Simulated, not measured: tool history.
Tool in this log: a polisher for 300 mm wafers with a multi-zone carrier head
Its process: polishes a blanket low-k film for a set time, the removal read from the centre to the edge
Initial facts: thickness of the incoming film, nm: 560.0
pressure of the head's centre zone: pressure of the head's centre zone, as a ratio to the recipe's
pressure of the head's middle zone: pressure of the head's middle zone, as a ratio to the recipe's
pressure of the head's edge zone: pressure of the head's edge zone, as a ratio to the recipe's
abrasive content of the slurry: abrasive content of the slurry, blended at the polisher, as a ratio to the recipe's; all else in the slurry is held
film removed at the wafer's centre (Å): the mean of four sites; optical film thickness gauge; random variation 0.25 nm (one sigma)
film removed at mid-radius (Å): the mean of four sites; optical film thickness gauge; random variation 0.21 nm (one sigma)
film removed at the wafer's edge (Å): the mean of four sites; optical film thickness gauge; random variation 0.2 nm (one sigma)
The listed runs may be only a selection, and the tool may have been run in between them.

run	day	flow of slurry (ml/min)	pressure of the head's centre zone	pressure of the head's middle zone	pressure of the head's edge zone	abrasive content of the slurry	polishing time (s)	film removed at the wafer's centre (Å)	film removed at mid-radius (Å)	film removed at the wafer's edge (Å)
1	0.000	210	1.00	1.00	1.00	1.00	77	289.22	302.87	288.08
2	0.058	210	1.02	0.97	0.98	0.90	75	275.31	265.67	263.15
3	0.317	210	0.97	0.97	0.98	0.90	75	265.64	267.09	268.47
4	0.671	210	0.97	0.97	1.01	0.90	75	265.26	260.96	266.21
5	0.833	245	0.97	0.97	1.01	0.90	75	265.69	265.99	271.84
6	1.075	245	0.97	0.97	0.94	0.90	75	265.70	277.19	263.51
7	1.162	245	0.97	0.97	0.94	0.90	75	266.18	270.85	261.63
8	1.521	245	0.98	0.95	0.93	0.80	73	243.32	244.25	232.81
9	1.700	245	0.99	0.92	0.93	0.75	73	237.87	228.10	229.08
10	2.025	245	1.00	0.90	0.91	0.70	73	231.70	214.92	217.57
11	2.238	245	1.01	0.88	0.89	0.65	73	223.58	201.82	203.80
12	2.567	240	1.01	0.87	0.88	0.65	73	221.96	197.33	205.96

For run 13, what comes out?
13	2.879	240	1.02	0.87	0.87	0.65	73	?	?	?

Run 13 produced film removed at the wafer's centre (Å) 220.78, film removed at mid-radius (Å) 200.70, film removed at the wafer's edge (Å) 203.38.

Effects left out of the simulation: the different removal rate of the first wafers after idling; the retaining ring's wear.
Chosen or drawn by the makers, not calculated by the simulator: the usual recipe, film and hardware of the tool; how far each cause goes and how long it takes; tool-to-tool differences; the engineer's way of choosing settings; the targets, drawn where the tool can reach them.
